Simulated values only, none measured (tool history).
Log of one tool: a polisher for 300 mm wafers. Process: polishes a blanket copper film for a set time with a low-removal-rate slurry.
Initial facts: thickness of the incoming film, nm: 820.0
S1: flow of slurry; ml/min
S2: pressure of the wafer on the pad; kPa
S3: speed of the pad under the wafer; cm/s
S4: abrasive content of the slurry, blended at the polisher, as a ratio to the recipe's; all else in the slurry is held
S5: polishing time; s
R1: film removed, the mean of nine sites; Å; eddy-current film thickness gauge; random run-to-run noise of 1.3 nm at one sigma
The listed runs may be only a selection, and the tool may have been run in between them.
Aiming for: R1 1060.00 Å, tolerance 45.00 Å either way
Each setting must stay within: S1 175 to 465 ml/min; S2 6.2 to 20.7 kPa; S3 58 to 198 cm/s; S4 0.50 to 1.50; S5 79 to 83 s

Run 1, day 0.000: S1 295 ml/min, S2 13.1 kPa, S3 128 cm/s, S4 1.00, S5 79 s. Result: R1 1584.90 Å.
Run 2, day 0.079: S1 295 ml/min, S2 14.5 kPa, S3 128 cm/s, S4 1.00, S5 79 s. Result: R1 1790.80 Å.
Run 3, day 0.438: S1 295 ml/min, S2 15.9 kPa, S3 128 cm/s, S4 1.00, S5 79 s. Result: R1 1992.50 Å.
Run 4, day 0.721: S1 295 ml/min, S2 15.9 kPa, S3 128 cm/s, S4 1.15, S5 79 s. Result: R1 2039.70 Å.
Run 5, day 0.762: S1 220 ml/min, S2 15.9 kPa, S3 128 cm/s, S4 1.15, S5 79 s. Result: R1 1998.90 Å.
Run 6, day 0.900: S1 220 ml/min, S2 14.5 kPa, S3 128 cm/s, S4 1.15, S5 79 s. Result: R1 1818.40 Å.
Run 7, day 1.000: S1 220 ml/min, S2 13.1 kPa, S3 128 cm/s, S4 1.15, S5 79 s. Result: R1 1635.40 Å.
Run 8, day 1.258: S1 220 ml/min, S2 12.4 kPa, S3 128 cm/s, S4 1.15, S5 79 s. Result: R1 1553.60 Å.
Run 9, day 1.342: S1 220 ml/min, S2 11.7 kPa, S3 128 cm/s, S4 1.15, S5 79 s. Result: R1 1481.30 Å.
Run 10, day 1.638: S1 220 ml/min, S2 11.0 kPa, S3 128 cm/s, S4 1.15, S5 79 s. Result: R1 1384.70 Å.
Run 11, day 1.675: S1 220 ml/min, S2 10.3 kPa, S3 128 cm/s, S4 1.15, S5 79 s. Result: R1 1325.70 Å.
Run 12, day 2.033: S1 220 ml/min, S2 9.7 kPa, S3 128 cm/s, S4 1.15, S5 79 s. Result: R1 1237.40 Å.

Exactly one of the 5 candidate moves below puts every result within its allowed miss. Which one?
Run A, day 2.392: S1 175 ml/min, S2 8.3 kPa, S3 132 cm/s, S4 1.10, S5 79 s. Result: R1 ?.
Run B, day 2.392: S1 175 ml/min, S2 6.9 kPa, S3 154 cm/s, S4 1.00, S5 79 s. Result: R1 ?.
Run C, day 2.392: S1 215 ml/min, S2 8.3 kPa, S3 108 cm/s, S4 1.25, S5 79 s. Result: R1 ?.
Run D, day 2.392: S1 340 ml/min, S2 8.3 kPa, S3 106 cm/s, S4 0.95, S5 79 s. Result: R1 ?.
Run E, day 2.392: S1 315 ml/min, S2 11.7 kPa, S3 120 cm/s, S4 1.40, S5 80 s. Result: R1 ?.

move       R1
   A  1054.80
   B   977.85
   C   984.68
   D   938.89
   E  1590.90
A: in spec on every target
B: pushes the last run's worst result past its target
C: pushes the last run's worst result past its target
D: pushes the last run's worst result past its target
E: misses by more than the last run did
A is the move that brings every result within its allowed miss.
